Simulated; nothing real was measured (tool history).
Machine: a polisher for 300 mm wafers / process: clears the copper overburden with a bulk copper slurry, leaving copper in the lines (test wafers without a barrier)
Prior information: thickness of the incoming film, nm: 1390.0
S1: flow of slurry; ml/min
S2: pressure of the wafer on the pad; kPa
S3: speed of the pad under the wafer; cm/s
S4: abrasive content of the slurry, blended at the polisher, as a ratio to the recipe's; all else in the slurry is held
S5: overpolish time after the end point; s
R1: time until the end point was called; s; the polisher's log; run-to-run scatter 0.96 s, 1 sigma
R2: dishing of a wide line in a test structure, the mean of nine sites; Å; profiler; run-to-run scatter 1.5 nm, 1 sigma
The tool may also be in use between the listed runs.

run	day	S1	S2	S3	S4	S5	R1	R2
1	0.000	260	20.7	130	1.0	27	90.329	1367.2
2	0.333	260	21.4	130	1.0	27	85.716	1397.9
3	0.617	260	21.4	118	1.0	27	98.335	1349.9
4	0.733	260	22.1	118	1.0	26	92.015	1340.7
5	0.858	260	22.1	118	0.9	26	94.142	1365.6
6	0.917	260	22.8	118	0.9	25	92.451	1376.1
7	1.146	260	23.4	118	0.9	24	87.338	1372.9
8	1.188	260	24.1	118	0.9	24	87.021	1414.0

What will run 9 give?
9	1.508	260	24.8	118	0.9	23	?	?

For run 9 the tool returned R1 84.722 s, R2 1383.2 Å.
